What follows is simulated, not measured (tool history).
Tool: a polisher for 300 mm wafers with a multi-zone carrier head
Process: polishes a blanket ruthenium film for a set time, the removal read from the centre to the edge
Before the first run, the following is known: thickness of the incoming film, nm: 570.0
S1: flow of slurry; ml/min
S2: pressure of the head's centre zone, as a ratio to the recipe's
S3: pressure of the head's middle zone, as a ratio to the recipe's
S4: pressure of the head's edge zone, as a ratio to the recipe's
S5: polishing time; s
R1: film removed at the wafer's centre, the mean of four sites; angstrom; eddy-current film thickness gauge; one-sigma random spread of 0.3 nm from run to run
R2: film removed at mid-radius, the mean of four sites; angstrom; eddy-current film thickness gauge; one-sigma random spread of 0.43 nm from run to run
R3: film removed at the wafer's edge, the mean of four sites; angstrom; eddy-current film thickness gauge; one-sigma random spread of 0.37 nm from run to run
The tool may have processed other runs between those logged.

run	hour	S1	S2	S3	S4	S5	R1	R2	R3
1	0	215	1	1	1	39	783.19	761.4	787.86
2	6.8	215	1	1	1	31	624.85	612.67	614.55
3	10.3	215	1	1	0.97	31	614.09	594.67	612.39
4	17.2	215	1.05	1	0.97	31	637.2	596.9	604.28
5	23.5	215	1.05	1.08	0.97	31	648.74	638.96	606.25
6	27.5	215	1.05	1.08	0.91	31	645.86	642.88	592.35

Run 7 comes next. What will it give?
7	31.6	210	1.04	1.06	0.9	27	?	?	?

R1: 555.94 angstrom
R2: 557.4 angstrom
R3: 512.77 angstrom
